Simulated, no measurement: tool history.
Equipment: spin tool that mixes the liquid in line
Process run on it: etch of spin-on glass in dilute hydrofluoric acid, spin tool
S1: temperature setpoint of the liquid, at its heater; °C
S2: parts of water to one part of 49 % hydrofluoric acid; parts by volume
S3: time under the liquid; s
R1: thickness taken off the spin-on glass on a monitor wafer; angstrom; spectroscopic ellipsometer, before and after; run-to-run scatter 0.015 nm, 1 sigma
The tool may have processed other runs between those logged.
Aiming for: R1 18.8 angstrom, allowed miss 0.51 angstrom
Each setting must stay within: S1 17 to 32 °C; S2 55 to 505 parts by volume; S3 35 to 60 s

run	day	S1	S2	S3	R1
1	0	24	280	60	35.586
2	0.054	22	280	60	33.193
3	0.4	20.5	305	60	27.887
4	0.767	20.5	305	35	16.601
5	0.817	21	305	35	16.658
6	1.017	21.5	305	35	17.15
7	1.062	22	305	35	17.546
8	1.396	22.5	305	35	17.689

5 candidate next runs follow, results not yet known. Just one meets every target within its allowed miss. Identify it.
A	1.729	27	310	35	?
B	1.729	20.5	345	50	?
C	1.729	21.5	270	35	?
D	1.729	21.5	345	45	?
E	1.729	24.5	320	40	?

move	R1
A	19.914
B	19.787
C	19.638
D	18.447
E	20.067
A: carries the result that was furthest off beyond its target, to the other side
B: carries the result that was furthest off beyond its target, to the other side
C: carries the result that was furthest off beyond its target, to the other side
D: all results land within tolerance of their targets
E: carries the result that was furthest off beyond its target, to the other side
The right move is D.

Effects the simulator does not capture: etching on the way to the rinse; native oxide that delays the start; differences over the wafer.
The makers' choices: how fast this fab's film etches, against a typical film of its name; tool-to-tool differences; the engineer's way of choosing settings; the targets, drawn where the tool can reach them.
